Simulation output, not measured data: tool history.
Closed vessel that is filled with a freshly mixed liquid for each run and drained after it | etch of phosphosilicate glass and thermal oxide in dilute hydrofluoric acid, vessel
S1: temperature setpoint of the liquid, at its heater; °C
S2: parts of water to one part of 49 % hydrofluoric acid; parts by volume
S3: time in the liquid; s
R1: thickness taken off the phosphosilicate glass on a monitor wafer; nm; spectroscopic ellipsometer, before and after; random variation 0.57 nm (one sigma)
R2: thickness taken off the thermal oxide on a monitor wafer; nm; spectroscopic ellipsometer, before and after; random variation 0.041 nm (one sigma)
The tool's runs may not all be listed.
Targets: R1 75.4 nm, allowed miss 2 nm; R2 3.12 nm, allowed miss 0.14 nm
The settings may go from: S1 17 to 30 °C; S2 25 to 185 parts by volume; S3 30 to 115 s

run 1 day=0 | S1=22 S2=105 S3=60 | R1=57.844 R2=2.3768
run 2 day=0.121 | S1=22 S2=125 S3=60 | R1=47.01 R2=1.9794
run 3 day=0.412 | S1=24.5 S2=120 S3=60 | R1=54.819 R2=2.2724
run 4 day=0.479 | S1=24.5 S2=120 S3=40 | R1=36.693 R2=1.5366
run 5 day=0.679 | S1=24.5 S2=120 S3=55 | R1=50.73 R2=2.0367
run 6 day=0.971 | S1=25 S2=110 S3=55 | R1=56.863 R2=2.3032
run 7 day=1.258 | S1=26 S2=105 S3=55 | R1=61.588 R2=2.5709
run 8 day=1.367 | S1=27 S2=105 S3=55 | R1=63.752 R2=2.6761

4 next moves are on the table. One of them brings every result within its allowed miss. Which?
run A day=1.475 | S1=21.5 S2=100 S3=70 | R1=? R2=?
run B day=1.475 | S1=27 S2=120 S3=75 | R1=? R2=?
run C day=1.475 | S1=26.5 S2=125 S3=75 | R1=? R2=?
run D day=1.475 | S1=20 S2=125 S3=95 | R1=? R2=?

move=A R1=70.423 R2=2.8664
move=B R1=76.145 R2=3.0993
move=C R1=71.273 R2=2.901
move=D R1=69.976 R2=2.8482
A: nearer than the last run, and not there yet
B: meets every target
C: nearer than the last run, and not there yet
D: nearer than the last run, and not there yet
Move B is the one to make.
